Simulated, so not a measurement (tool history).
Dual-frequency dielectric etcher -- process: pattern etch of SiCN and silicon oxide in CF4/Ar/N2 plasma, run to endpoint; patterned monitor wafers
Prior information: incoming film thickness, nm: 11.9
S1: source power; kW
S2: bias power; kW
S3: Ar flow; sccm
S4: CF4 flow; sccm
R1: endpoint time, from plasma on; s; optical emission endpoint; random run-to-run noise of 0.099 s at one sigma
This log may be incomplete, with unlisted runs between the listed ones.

run,hour,S1,S2,S3,S4,R1
1,0,0.54,0.097,70,76,10.44
2,6.6,0.54,0.097,70,88,10.356
3,10.1,0.52,0.096,70,88,10.691
4,14,0.6,0.096,70,88,9.377
5,14.9,0.57,0.095,70,88,9.8549
6,16.4,0.54,0.094,70,88,10.434
7,20.5,0.52,0.093,70,88,10.72
8,27.9,0.5,0.091,71,88,11.143
9,33.5,0.48,0.09,71,88,11.634

Predict the results of run 10:
10,42.2,0.46,0.089,71,88,?

R1: 12.111 s
